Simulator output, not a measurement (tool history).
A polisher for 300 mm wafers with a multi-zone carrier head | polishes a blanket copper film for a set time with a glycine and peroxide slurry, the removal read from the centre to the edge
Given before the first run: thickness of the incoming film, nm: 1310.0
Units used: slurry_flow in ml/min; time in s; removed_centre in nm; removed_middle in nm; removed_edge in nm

run 1 hour=0.0 | slurry_flow=155 centre_zone=1.00 middle_zone=1.00 edge_zone=1.00 time=43 | removed_centre=128.890 removed_middle=134.400 removed_edge=126.900
run 2 hour=8.4 | slurry_flow=155 centre_zone=1.00 middle_zone=1.00 edge_zone=1.00 time=33 | removed_centre=100.350 removed_middle=102.910 removed_edge=96.535
run 3 hour=14.3 | slurry_flow=155 centre_zone=1.00 middle_zone=1.00 edge_zone=1.00 time=24 | removed_centre=72.364 removed_middle=74.605 removed_edge=72.071
run 4 hour=16.5 | slurry_flow=155 centre_zone=1.04 middle_zone=1.00 edge_zone=1.00 time=24 | removed_centre=75.216 removed_middle=74.330 removed_edge=70.616
run 5 hour=20.2 | slurry_flow=155 centre_zone=1.04 middle_zone=1.07 edge_zone=1.00 time=24 | removed_centre=73.164 removed_middle=78.112 removed_edge=68.974
run 6 hour=26.6 | slurry_flow=175 centre_zone=1.04 middle_zone=1.07 edge_zone=1.00 time=24 | removed_centre=75.436 removed_middle=81.228 removed_edge=71.610
run 7 hour=32.1 | slurry_flow=185 centre_zone=1.04 middle_zone=1.06 edge_zone=1.02 time=28 | removed_centre=88.838 removed_middle=94.309 removed_edge=86.122
run 8 hour=34.4 | slurry_flow=195 centre_zone=1.05 middle_zone=1.07 edge_zone=1.04 time=31 | removed_centre=101.320 removed_middle=106.140 removed_edge=95.282
run 9 hour=41.2 | slurry_flow=195 centre_zone=1.05 middle_zone=1.07 edge_zone=1.04 time=31 | removed_centre=100.750 removed_middle=105.090 removed_edge=95.021
run 10 hour=47.7 | slurry_flow=200 centre_zone=1.05 middle_zone=1.07 edge_zone=1.06 time=33 | removed_centre=105.440 removed_middle=111.960 removed_edge=99.924
run 11 hour=53.9 | slurry_flow=205 centre_zone=1.04 middle_zone=1.06 edge_zone=1.06 time=35 | removed_centre=113.330 removed_middle=120.320 removed_edge=109.610
run 12 hour=58.8 | slurry_flow=210 centre_zone=1.04 middle_zone=1.05 edge_zone=1.07 time=37 | removed_centre=119.720 removed_middle=125.760 removed_edge=114.430
run 13 hour=61.6 | slurry_flow=210 centre_zone=1.04 middle_zone=1.04 edge_zone=1.08 time=39 | removed_centre=127.690 removed_middle=130.080 removed_edge=120.290
run 14 hour=62.6 | slurry_flow=210 centre_zone=1.03 middle_zone=1.04 edge_zone=1.09 time=41 | removed_centre=132.680 removed_middle=135.830 removed_edge=133.040
run 15 hour=68.4 | slurry_flow=210 centre_zone=1.04 middle_zone=1.05 edge_zone=1.10 time=42 | removed_centre=135.290 removed_middle=139.860 removed_edge=132.010
run 16 hour=71.0 | slurry_flow=215 centre_zone=1.03 middle_zone=1.04 edge_zone=1.08 time=43 | removed_centre=141.030 removed_middle=145.890 removed_edge=137.980
run 17 hour=75.9 | slurry_flow=215 centre_zone=1.03 middle_zone=1.04 edge_zone=1.09 time=44 | removed_centre=141.550 removed_middle=146.230 removed_edge=142.620
run 18 hour=77.1 | slurry_flow=225 centre_zone=1.11 middle_zone=1.14 edge_zone=1.17 time=54 | removed_centre=190.430 removed_middle=195.470 removed_edge=179.150

Run 19 comes next. What will it give?
run 19 hour=82.9 | slurry_flow=220 centre_zone=1.11 middle_zone=1.14 edge_zone=1.17 time=54 | removed_centre=? removed_middle=? removed_edge=?

Run 19 yielded removed_centre 185.570 nm, removed_middle 192.900 nm, removed_edge 179.210 nm.

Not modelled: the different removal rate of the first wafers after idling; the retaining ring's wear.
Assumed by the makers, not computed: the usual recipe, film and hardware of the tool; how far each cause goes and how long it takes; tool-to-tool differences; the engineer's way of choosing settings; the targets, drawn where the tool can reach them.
